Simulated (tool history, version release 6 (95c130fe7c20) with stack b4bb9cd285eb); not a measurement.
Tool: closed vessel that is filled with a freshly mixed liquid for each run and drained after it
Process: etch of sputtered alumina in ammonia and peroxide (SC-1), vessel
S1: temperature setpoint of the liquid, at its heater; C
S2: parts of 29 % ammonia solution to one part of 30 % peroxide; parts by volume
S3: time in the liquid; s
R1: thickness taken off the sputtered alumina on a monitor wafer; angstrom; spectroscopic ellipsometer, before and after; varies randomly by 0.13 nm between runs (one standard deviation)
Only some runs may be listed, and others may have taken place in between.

{"run": 1, "hour": 0.0, "S1": 55.0, "S2": 1.0, "S3": 230, "R1": 190.26}
{"run": 2, "hour": 6.9, "S1": 55.0, "S2": 1.0, "S3": 245, "R1": 201.47}
{"run": 3, "hour": 8.7, "S1": 57.0, "S2": 1.0, "S3": 245, "R1": 223.84}
{"run": 4, "hour": 16.4, "S1": 58.5, "S2": 1.0, "S3": 245, "R1": 243.59}
{"run": 5, "hour": 24.2, "S1": 59.5, "S2": 1.0, "S3": 245, "R1": 253.12}
{"run": 6, "hour": 28.4, "S1": 60.5, "S2": 1.0, "S3": 245, "R1": 267.05}

For run 7, what comes out?
{"run": 7, "hour": 35.3, "S1": 61.0, "S2": 1.0, "S3": 245, "R1": "?"}

Run 7 gave R1 274.83 angstrom.
